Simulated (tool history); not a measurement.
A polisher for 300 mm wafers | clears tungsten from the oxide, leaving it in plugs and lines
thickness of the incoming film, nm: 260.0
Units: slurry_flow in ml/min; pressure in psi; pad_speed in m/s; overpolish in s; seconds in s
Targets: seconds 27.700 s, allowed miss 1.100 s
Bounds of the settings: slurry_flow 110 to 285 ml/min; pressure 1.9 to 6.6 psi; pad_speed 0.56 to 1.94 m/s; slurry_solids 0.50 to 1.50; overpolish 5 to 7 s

{"run": 1, "hour": 0.0, "slurry_flow": 180, "pressure": 4.2, "pad_speed": 1.24, "slurry_solids": 1.0, "overpolish": 7, "seconds": 37.576}
{"run": 2, "hour": 7.9, "slurry_flow": 180, "pressure": 4.5, "pad_speed": 1.24, "slurry_solids": 1.0, "overpolish": 7, "seconds": 35.93}
{"run": 3, "hour": 14.9, "slurry_flow": 180, "pressure": 4.8, "pad_speed": 1.24, "slurry_solids": 1.0, "overpolish": 7, "seconds": 33.15}
{"run": 4, "hour": 19.8, "slurry_flow": 150, "pressure": 4.8, "pad_speed": 1.24, "slurry_solids": 1.0, "overpolish": 7, "seconds": 34.885}
{"run": 5, "hour": 20.4, "slurry_flow": 150, "pressure": 4.8, "pad_speed": 1.24, "slurry_solids": 1.0, "overpolish": 5, "seconds": 34.279}
{"run": 6, "hour": 21.6, "slurry_flow": 150, "pressure": 4.8, "pad_speed": 1.24, "slurry_solids": 1.0, "overpolish": 7, "seconds": 34.082}
{"run": 7, "hour": 27.4, "slurry_flow": 155, "pressure": 5.0, "pad_speed": 1.24, "slurry_solids": 1.0, "overpolish": 7, "seconds": 32.349}
{"run": 8, "hour": 31.6, "slurry_flow": 165, "pressure": 5.1, "pad_speed": 1.24, "slurry_solids": 1.0, "overpolish": 7, "seconds": 32.148}
{"run": 9, "hour": 37.7, "slurry_flow": 165, "pressure": 5.3, "pad_speed": 1.24, "slurry_solids": 1.0, "overpolish": 7, "seconds": 31.241}
{"run": 10, "hour": 39.9, "slurry_flow": 165, "pressure": 5.4, "pad_speed": 1.24, "slurry_solids": 1.0, "overpolish": 7, "seconds": 30.223}
{"run": 11, "hour": 48.8, "slurry_flow": 165, "pressure": 5.5, "pad_speed": 1.24, "slurry_solids": 1.0, "overpolish": 7, "seconds": 29.574}
{"run": 12, "hour": 50.4, "slurry_flow": 165, "pressure": 5.6, "pad_speed": 1.24, "slurry_solids": 1.0, "overpolish": 7, "seconds": 29.032}

Which of these 4 next moves meets every target?
{"run": "A", "hour": 52.0, "slurry_flow": 150, "pressure": 4.3, "pad_speed": 1.5, "slurry_solids": 1.3, "overpolish": 7, "seconds": "?"}
{"run": "B", "hour": 52.0, "slurry_flow": 160, "pressure": 4.4, "pad_speed": 1.42, "slurry_solids": 1.15, "overpolish": 7, "seconds": "?"}
{"run": "C", "hour": 52.0, "slurry_flow": 130, "pressure": 5.8, "pad_speed": 1.4, "slurry_solids": 1.3, "overpolish": 6, "seconds": "?"}
{"run": "D", "hour": 52.0, "slurry_flow": 170, "pressure": 5.1, "pad_speed": 1.46, "slurry_solids": 0.9, "overpolish": 5, "seconds": "?"}

move=A seconds=30.136
move=B seconds=31.607
move=C seconds=24.806
move=D seconds=27.961
A: further off than the last run
B: further off than the last run
C: takes the result that was furthest off past its target
D: meets every target
Answer: D

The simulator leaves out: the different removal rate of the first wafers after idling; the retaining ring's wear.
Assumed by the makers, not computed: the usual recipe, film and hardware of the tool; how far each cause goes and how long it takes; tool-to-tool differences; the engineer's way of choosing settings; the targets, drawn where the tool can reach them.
